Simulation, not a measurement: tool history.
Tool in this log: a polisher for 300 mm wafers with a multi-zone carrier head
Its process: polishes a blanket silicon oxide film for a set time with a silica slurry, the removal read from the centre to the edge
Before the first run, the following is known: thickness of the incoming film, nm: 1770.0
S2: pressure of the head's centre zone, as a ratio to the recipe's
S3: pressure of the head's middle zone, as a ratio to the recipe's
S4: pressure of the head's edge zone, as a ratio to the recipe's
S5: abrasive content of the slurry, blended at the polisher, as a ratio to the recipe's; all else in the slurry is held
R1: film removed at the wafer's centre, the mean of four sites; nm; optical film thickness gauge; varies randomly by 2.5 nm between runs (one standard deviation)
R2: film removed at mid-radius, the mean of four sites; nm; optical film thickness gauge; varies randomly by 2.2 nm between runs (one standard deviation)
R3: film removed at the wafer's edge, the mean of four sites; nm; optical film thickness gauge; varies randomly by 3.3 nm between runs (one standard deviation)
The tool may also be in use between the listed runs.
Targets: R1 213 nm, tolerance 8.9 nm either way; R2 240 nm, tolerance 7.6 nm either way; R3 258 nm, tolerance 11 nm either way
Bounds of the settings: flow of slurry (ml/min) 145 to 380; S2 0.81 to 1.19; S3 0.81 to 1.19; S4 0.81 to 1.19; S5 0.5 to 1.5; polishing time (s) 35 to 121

run 1 day=0 | flow_of_slurry_(ml/min)=245 S2=1 S3=1 S4=1 S5=1 polishing_time_(s)=78 | R1=193.1 R2=196.27 R3=190.08
run 2 day=0.033 | flow_of_slurry_(ml/min)=245 S2=1 S3=1 S4=1 S5=0.85 polishing_time_(s)=78 | R1=178.71 R2=175.95 R3=184.26
run 3 day=0.133 | flow_of_slurry_(ml/min)=245 S2=1 S3=1.07 S4=1 S5=0.85 polishing_time_(s)=78 | R1=179.03 R2=189.06 R3=178.71
run 4 day=0.342 | flow_of_slurry_(ml/min)=245 S2=1.05 S3=1.07 S4=1 S5=0.85 polishing_time_(s)=78 | R1=186.77 R2=190.6 R3=180.67
run 5 day=0.4 | flow_of_slurry_(ml/min)=240 S2=1.01 S3=1.05 S4=1.03 S5=0.9 polishing_time_(s)=80 | R1=192.72 R2=200.81 R3=190.14
run 6 day=0.621 | flow_of_slurry_(ml/min)=240 S2=1.01 S3=1.05 S4=1.03 S5=1.05 polishing_time_(s)=80 | R1=203.8 R2=211.12 R3=208.4
run 7 day=0.696 | flow_of_slurry_(ml/min)=240 S2=1 S3=1.05 S4=1.06 S5=1.1 polishing_time_(s)=80 | R1=209.84 R2=216.83 R3=212.55
run 8 day=0.758 | flow_of_slurry_(ml/min)=235 S2=0.97 S3=1.04 S4=1.08 S5=1.15 polishing_time_(s)=80 | R1=202.01 R2=218.65 R3=217.7
run 9 day=1.025 | flow_of_slurry_(ml/min)=235 S2=0.96 S3=1.03 S4=1.1 S5=1.2 polishing_time_(s)=80 | R1=202.98 R2=219.41 R3=225.97
run 10 day=1.383 | flow_of_slurry_(ml/min)=240 S2=0.96 S3=1.03 S4=1.11 S5=1.25 polishing_time_(s)=80 | R1=208.75 R2=222.1 R3=231.26
run 11 day=1.629 | flow_of_slurry_(ml/min)=240 S2=0.95 S3=1.03 S4=1.12 S5=1.3 polishing_time_(s)=80 | R1=215.08 R2=232.22 R3=239.21
run 12 day=1.954 | flow_of_slurry_(ml/min)=240 S2=0.94 S3=1.03 S4=1.13 S5=1.3 polishing_time_(s)=80 | R1=210.01 R2=229.88 R3=239.64
run 13 day=2.283 | flow_of_slurry_(ml/min)=240 S2=0.94 S3=1.03 S4=1.14 S5=1.3 polishing_time_(s)=80 | R1=208.41 R2=226.18 R3=241.35

Consider the 4 candidate settings below. Which is the only one whose results all fall within their allowed miss of target?
run A day=2.612 | flow_of_slurry_(ml/min)=265 S2=0.9 S3=1.11 S4=1.16 S5=1.25 polishing_time_(s)=78 | R1=? R2=? R3=?
run B day=2.612 | flow_of_slurry_(ml/min)=255 S2=0.9 S3=1.01 S4=1.16 S5=1.35 polishing_time_(s)=84 | R1=? R2=? R3=?
run C day=2.612 | flow_of_slurry_(ml/min)=250 S2=1 S3=1.03 S4=1.08 S5=1.3 polishing_time_(s)=76 | R1=? R2=? R3=?
run D day=2.612 | flow_of_slurry_(ml/min)=250 S2=0.96 S3=1.05 S4=1.08 S5=1.5 polishing_time_(s)=69 | R1=? R2=? R3=?

move=A R1=192.03 R2=234.23 R3=234.13
move=B R1=211.96 R2=238.85 R3=259.38
move=C R1=209.59 R2=215.88 R3=222.48
move=D R1=192.8 R2=210.35 R3=213.17
A: puts the biggest miss on target and leaves a different result outside tolerance
B: in spec on every target
C: further off than the last run
D: further off than the last run
B meets every target.
